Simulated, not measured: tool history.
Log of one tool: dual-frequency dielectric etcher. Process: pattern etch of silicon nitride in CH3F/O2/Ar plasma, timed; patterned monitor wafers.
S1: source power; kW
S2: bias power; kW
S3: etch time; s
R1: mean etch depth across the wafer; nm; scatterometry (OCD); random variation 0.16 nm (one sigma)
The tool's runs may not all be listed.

run	hour	S1	S2	S3	R1
1	0	0.37	0.058	30	19.611
2	0.8	0.39	0.059	30	20.268
3	9.2	0.4	0.06	30	20.502
4	10.1	0.4	0.052	30	19.598
5	12.4	0.41	0.053	30	19.867
6	18.5	0.42	0.054	30	20.164
7	26.6	0.43	0.055	30	20.339
8	34.5	0.44	0.057	30	20.779
9	37	0.45	0.058	30	21.179
10	37.9	0.46	0.059	30	21.306
11	46	0.47	0.06	30	21.551

Forecast run 12:
12	50.4	0.48	0.061	30	?

{"run 12": {"R1": 21.958}}
